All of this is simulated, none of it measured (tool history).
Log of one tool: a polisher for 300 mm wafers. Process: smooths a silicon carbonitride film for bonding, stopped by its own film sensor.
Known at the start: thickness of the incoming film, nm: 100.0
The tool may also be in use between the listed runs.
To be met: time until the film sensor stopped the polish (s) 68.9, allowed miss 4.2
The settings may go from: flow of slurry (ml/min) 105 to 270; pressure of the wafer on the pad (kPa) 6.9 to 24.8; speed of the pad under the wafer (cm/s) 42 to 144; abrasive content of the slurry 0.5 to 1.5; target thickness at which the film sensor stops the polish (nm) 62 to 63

run,day,flow of slurry (ml/min),pressure of the wafer on the pad (kPa),speed of the pad under the wafer (cm/s),abrasive content of the slurry,target thickness at which the film sensor stops the polish (nm),time until the film sensor stopped the polish (s)
1,0,175,15.9,92,1,63,119.68
2,0.154,175,15.9,92,0.85,63,130.18
3,0.333,135,15.9,92,0.85,63,131.94
4,0.704,135,18.6,96,0.85,63,106.85
5,0.792,135,20.7,98,0.85,63,99.913
6,0.962,135,20.7,86,0.85,63,108.68
7,1.3,135,22.1,94,0.85,63,94.579
# day 1.471: slurry nozzle cleaned
8,1.471,135,22.8,100,0.85,63,82.684
9,1.721,135,23.4,102,0.85,63,77.765
10,2.062,135,24.1,104,0.85,63,75.437

Which of these 5 next moves meets every target?
A,2.404,160,22.1,88,0.9,62,?
B,2.404,130,22.1,102,0.8,62,?
C,2.404,115,23.4,122,0.85,63,?
D,2.404,115,24.8,106,0.75,62,?
E,2.404,135,24.8,94,0.9,63,?

move,time until the film sensor stopped the polish (s)
A,92.111
B,89.42
C,70.563
D,81.5
E,77.828
A: further off than the last run
B: further off than the last run
C: meets every target
D: further off than the last run
E: further off than the last run
Move C is the one to make.
